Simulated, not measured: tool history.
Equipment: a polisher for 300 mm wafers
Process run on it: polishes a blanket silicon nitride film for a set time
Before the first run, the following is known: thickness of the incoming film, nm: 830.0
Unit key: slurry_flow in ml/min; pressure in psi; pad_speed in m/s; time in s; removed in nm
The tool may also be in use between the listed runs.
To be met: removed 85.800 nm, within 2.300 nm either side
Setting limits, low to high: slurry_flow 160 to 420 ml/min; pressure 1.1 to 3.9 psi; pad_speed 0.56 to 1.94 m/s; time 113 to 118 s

{"run": 1, "hour": 0.0, "slurry_flow": 270, "pressure": 2.5, "pad_speed": 1.24, "time": 113, "removed": 149.06}
{"run": 2, "hour": 1.0, "slurry_flow": 270, "pressure": 2.5, "pad_speed": 1.24, "time": 118, "removed": 154.58}
{"run": 3, "hour": 7.9, "slurry_flow": 270, "pressure": 2.0, "pad_speed": 1.24, "time": 118, "removed": 130.34}
{"run": 4, "hour": 15.0, "slurry_flow": 270, "pressure": 1.9, "pad_speed": 1.22, "time": 118, "removed": 124.64}
{"run": 5, "hour": 17.6, "slurry_flow": 270, "pressure": 1.8, "pad_speed": 1.2, "time": 118, "removed": 117.82}
{"run": 6, "hour": 21.4, "slurry_flow": 270, "pressure": 1.8, "pad_speed": 1.2, "time": 113, "removed": 111.0}
{"run": 7, "hour": 25.8, "slurry_flow": 260, "pressure": 1.1, "pad_speed": 1.18, "time": 113, "removed": 76.835}
{"run": 8, "hour": 28.5, "slurry_flow": 270, "pressure": 1.1, "pad_speed": 1.18, "time": 113, "removed": 76.825}
{"run": 9, "hour": 37.1, "slurry_flow": 275, "pressure": 1.4, "pad_speed": 1.18, "time": 113, "removed": 91.587}
{"run": 10, "hour": 40.9, "slurry_flow": 270, "pressure": 1.4, "pad_speed": 1.18, "time": 113, "removed": 93.305}
{"run": 11, "hour": 49.6, "slurry_flow": 265, "pressure": 1.4, "pad_speed": 1.18, "time": 113, "removed": 92.781}
{"run": 12, "hour": 53.9, "slurry_flow": 250, "pressure": 1.2, "pad_speed": 1.18, "time": 113, "removed": 81.34}
{"run": 13, "hour": 58.2, "slurry_flow": 255, "pressure": 1.2, "pad_speed": 1.18, "time": 113, "removed": 80.515}
{"run": 14, "hour": 61.9, "slurry_flow": 260, "pressure": 1.2, "pad_speed": 1.18, "time": 113, "removed": 81.453}
{"run": 15, "hour": 69.5, "slurry_flow": 265, "pressure": 1.2, "pad_speed": 1.18, "time": 113, "removed": 81.184}
{"run": 16, "hour": 70.5, "slurry_flow": 270, "pressure": 1.2, "pad_speed": 1.18, "time": 113, "removed": 80.589}

Exercise: of the 5 proposed moves below, exactly one satisfies all targets within the stated allowed misses. Which move is it?
{"run": "A", "hour": 71.5, "slurry_flow": 195, "pressure": 1.5, "pad_speed": 0.86, "time": 118, "removed": "?"}
{"run": "B", "hour": 71.5, "slurry_flow": 310, "pressure": 1.3, "pad_speed": 1.18, "time": 117, "removed": "?"}
{"run": "C", "hour": 71.5, "slurry_flow": 290, "pressure": 1.1, "pad_speed": 1.26, "time": 113, "removed": "?"}
{"run": "D", "hour": 71.5, "slurry_flow": 160, "pressure": 1.7, "pad_speed": 1.06, "time": 114, "removed": "?"}
{"run": "E", "hour": 71.5, "slurry_flow": 250, "pressure": 1.4, "pad_speed": 1.06, "time": 113, "removed": "?"}

move=A removed=81.704
move=B removed=90.928
move=C removed=80.245
move=D removed=93.309
move=E removed=85.577
A: moves toward the targets from the last run without getting all of them in spec
B: the result that was furthest off in the last run now lies on the other side of its target
C: misses by more than the last run did
D: the result that was furthest off in the last run now lies on the other side of its target
E: in spec on every target
Move E is the one to make.
